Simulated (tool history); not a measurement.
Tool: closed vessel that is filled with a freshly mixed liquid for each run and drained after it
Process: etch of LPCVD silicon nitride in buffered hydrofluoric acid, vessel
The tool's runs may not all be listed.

run,hour,temperature setpoint of the liquid (K),parts of 40 % ammonium fluoride to one part of 49 % hydrofluoric acid (parts by volume),time in the liquid (s),thickness taken off the LPCVD silicon nitride on a monitor wafer (angstrom)
1,0,297.15,17,2600,228.66
2,9.1,298.65,17,2600,251.35
3,17.8,298.65,17,2600,251.94
4,21.7,299.15,17,2600,253.96
5,24.4,297.65,17,2600,238.21
6,32.5,298.65,17,2600,253.23

Run 7 comes next. What will it give?
7,41,299.15,17,2600,?

thickness taken off the LPCVD silicon nitride on a monitor wafer (angstrom): 254.75
